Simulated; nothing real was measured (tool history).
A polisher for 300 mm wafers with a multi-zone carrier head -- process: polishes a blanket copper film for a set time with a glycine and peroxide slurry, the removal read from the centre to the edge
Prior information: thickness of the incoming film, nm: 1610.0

| run | day | flow of slurry (ml/min) | pressure of the head's centre zone | pressure of the head's middle zone | pressure of the head's edge zone | polishing time (s) | film removed at the wafer's centre (Å) | film removed at mid-radius (Å) | film removed at the wafer's edge (Å) |
|---|---|---|---|---|---|---|---|---|---|
| 1 | 0 | 230 | 1 | 1 | 1 | 59 | 2410.8 | 2277.6 | 2318.1 |
| 2 | 0.288 | 230 | 1 | 1 | 1.05 | 59 | 2376.9 | 2276.2 | 2379.9 |
| 3 | 0.442 | 230 | 0.94 | 1 | 1.05 | 59 | 2267.3 | 2284.5 | 2387.5 |
| 4 | 0.679 | 215 | 0.9 | 0.99 | 1.07 | 57 | 2129.8 | 2162.4 | 2323.8 |
|  | 1.029 | centre zone pressure recalibrated |
| 5 | 1.029 | 215 | 0.9 | 0.99 | 1.01 | 57 | 2030.1 | 2189.8 | 2244.4 |
| 6 | 1.192 | 215 | 0.96 | 0.99 | 1.01 | 57 | 2135.4 | 2190.4 | 2206.3 |
| 7 | 1.229 | 215 | 0.96 | 0.99 | 1.01 | 57 | 2114.2 | 2182.6 | 2227.3 |
| 8 | 1.3 | 195 | 0.94 | 0.96 | 1.02 | 57 | 2055.8 | 2077.2 | 2255.5 |

Run 9, settings as shown, results not yet in. Your forecast:
| 9 | 1.646 | 185 | 0.92 | 0.95 | 1.01 | 57 | ? | ? | ? |

Run 9 came out at film removed at the wafer's centre (Å) 2020.2, film removed at mid-radius (Å) 2042.8, film removed at the wafer's edge (Å) 2175.4.
